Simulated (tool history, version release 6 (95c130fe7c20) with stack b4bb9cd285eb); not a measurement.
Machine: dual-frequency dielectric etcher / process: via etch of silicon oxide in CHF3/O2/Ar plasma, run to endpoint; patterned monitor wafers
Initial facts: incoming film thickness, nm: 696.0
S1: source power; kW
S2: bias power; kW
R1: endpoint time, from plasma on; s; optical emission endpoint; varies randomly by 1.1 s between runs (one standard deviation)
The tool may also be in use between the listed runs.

run 1 hour=0.0 | S1=0.860 S2=0.142 | R1=347.28
run 2 hour=3.2 | S1=0.860 S2=0.118 | R1=378.76
run 3 hour=4.8 | S1=1.010 S2=0.118 | R1=353.94
run 4 hour=6.4 | S1=1.010 S2=0.092 | R1=397.56
run 5 hour=14.0 | S1=1.060 S2=0.105 | R1=367.65
run 6 hour=22.0 | S1=1.060 S2=0.096 | R1=381.51
run 7 hour=25.1 | S1=1.100 S2=0.107 | R1=359.34
run 8 hour=26.4 | S1=1.130 S2=0.116 | R1=342.19
run 9 hour=34.1 | S1=1.150 S2=0.122 | R1=332.58
run 10 hour=42.6 | S1=1.170 S2=0.127 | R1=322.63
run 11 hour=48.4 | S1=1.180 S2=0.130 | R1=318.00
run 12 hour=57.1 | S1=1.190 S2=0.132 | R1=316.39

Run 13 comes next. What will it give?
run 13 hour=57.7 | S1=1.190 S2=0.132 | R1=?

Run 13 measured R1 316.45 s.

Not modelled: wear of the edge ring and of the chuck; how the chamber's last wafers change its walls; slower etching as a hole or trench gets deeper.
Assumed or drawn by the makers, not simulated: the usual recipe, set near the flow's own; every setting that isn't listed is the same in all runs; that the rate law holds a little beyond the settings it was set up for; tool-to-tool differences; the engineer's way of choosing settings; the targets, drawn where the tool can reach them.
